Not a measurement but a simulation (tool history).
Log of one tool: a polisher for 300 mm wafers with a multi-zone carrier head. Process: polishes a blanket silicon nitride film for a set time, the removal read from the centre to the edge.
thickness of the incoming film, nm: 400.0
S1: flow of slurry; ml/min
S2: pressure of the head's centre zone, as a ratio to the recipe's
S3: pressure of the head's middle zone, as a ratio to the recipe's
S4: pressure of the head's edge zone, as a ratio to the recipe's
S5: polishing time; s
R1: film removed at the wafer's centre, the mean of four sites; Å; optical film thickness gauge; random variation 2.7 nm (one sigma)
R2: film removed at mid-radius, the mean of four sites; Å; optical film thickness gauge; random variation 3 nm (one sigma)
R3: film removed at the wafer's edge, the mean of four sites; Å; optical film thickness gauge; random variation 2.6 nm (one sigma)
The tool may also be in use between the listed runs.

run	hour	S1	S2	S3	S4	S5	R1	R2	R3
1	0.0	260	1.00	1.00	1.00	57	1592.0	1600.7	1700.6
2	0.6	260	1.00	1.00	1.00	65	1857.5	1886.2	1920.1
3	5.6	260	1.00	1.00	1.00	59	1672.8	1667.8	1795.3
4	9.1	265	1.02	1.02	1.00	60	1742.8	1772.4	1771.4
5	11.3	265	1.03	1.02	1.01	61	1796.7	1782.6	1871.7
6	16.1	270	1.04	1.03	1.00	61	1814.1	1796.9	1802.2

Forecast run 7:
7	21.8	270	1.05	1.04	1.01	61	?	?	?

Run 7 gave R1 1804.8 Å, R2 1785.3 Å, R3 1835.7 Å.
